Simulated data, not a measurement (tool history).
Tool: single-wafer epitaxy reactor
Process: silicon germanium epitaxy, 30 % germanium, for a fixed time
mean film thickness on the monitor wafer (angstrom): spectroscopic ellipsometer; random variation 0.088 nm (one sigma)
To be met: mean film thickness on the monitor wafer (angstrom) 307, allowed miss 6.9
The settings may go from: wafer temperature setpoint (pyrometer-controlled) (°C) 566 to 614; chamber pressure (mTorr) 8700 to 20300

run  hour  wafer temperature setpoint (pyrometer-controlled) (°C)  chamber pressure (mTorr)  mean film thickness on the monitor wafer (angstrom)
  1     0                                                     590                     14500                                               430.99
  2   0.8                                                     588                     14500                                               414.05
  3   3.9                                                     586                     14500                                               399.22
  4    11                                                     586                     13400                                               387.65
  5  11.9                                                     584                     13400                                               372.52
  6  15.1                                                     583                     13400                                                365.5
  7  15.8                                                     582                     13400                                               357.84
  8    18                                                     581                     13400                                               352.52
  9  21.5                                                     580                     13400                                               345.08
 10  27.8                                                     579                     13400                                               340.41
 11  34.6                                                     572                     13300                                               296.77

5 next moves are on the table. One of them brings every result within its allowed miss. Which?
  A  41.4                                                     573                     16400                                                    ?
  B  41.4                                                     575                     14800                                                    ?
  C  41.4                                                     576                     13400                                                    ?
  D  41.4                                                     577                     12700                                                    ?
  E  41.4                                                     575                     12600                                                    ?

move  mean film thickness on the monitor wafer (angstrom)
   A                                               326.13
   B                                               325.95
   C                                               320.07
   D                                               319.75
   E                                               306.94
A: takes the result that was furthest off past its target
B: takes the result that was furthest off past its target
C: takes the result that was furthest off past its target
D: takes the result that was furthest off past its target
E: meets every target
Move E is the one to make.
